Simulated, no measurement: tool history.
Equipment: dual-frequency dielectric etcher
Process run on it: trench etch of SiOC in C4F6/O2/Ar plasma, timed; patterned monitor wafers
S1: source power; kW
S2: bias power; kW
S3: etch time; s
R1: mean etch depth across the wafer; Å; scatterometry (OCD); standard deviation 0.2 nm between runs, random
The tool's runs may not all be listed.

run  hour    S1     S2    S3      R1
  1     0  0.39  0.223  27.5  604.69
  2   1.4  0.39  0.187  27.5   585.2
  3   8.7  0.37  0.181  27.5  564.68
  4  10.2  0.35  0.178  27.5  543.42
  5  16.8  0.39  0.178  27.5  579.96
  6  24.3  0.44  0.178  27.5   612.7
  7  32.6  0.36  0.133  27.5  526.46
  8    37  0.35  0.133  27.5  516.36
  9    38  0.34  0.133  27.5  506.68

Forecast run 10:
 10  40.8  0.33  0.133  27.5   ?

{"run 10": {"R1": 497.32}}
